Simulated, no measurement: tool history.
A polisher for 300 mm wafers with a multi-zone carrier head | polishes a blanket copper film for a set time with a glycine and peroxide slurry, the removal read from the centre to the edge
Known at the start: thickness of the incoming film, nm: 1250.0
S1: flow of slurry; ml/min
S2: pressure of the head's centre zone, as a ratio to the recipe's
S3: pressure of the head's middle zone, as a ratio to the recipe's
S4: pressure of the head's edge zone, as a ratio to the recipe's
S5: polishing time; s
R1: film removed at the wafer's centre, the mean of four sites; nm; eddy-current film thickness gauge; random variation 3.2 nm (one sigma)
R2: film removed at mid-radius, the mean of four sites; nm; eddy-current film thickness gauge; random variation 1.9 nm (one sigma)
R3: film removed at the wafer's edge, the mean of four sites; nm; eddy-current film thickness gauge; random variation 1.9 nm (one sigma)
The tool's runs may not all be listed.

run,hour,S1,S2,S3,S4,S5,R1,R2,R3
1,0,300,1,1,1,59,275.78,281.7,285.19
2,3.2,305,1.02,1.02,0.96,59,291.38,292.99,282
3,9.4,300,1.03,1.03,0.93,58,285.47,288.05,270.98
4,14.7,305,1.04,1.04,0.91,58,288.65,290.95,270.04
5,17.5,305,1.04,1.1,0.91,58,289.91,303.71,267.2
6,23.4,305,1.04,1.06,0.91,58,285.13,290.74,270.22

Run 7 comes next. What will it give?
7,31.9,305,1.06,1.08,0.89,58,?,?,?

{"run 7": {"R1": 293.64, "R2": 295.79, "R3": 268}}

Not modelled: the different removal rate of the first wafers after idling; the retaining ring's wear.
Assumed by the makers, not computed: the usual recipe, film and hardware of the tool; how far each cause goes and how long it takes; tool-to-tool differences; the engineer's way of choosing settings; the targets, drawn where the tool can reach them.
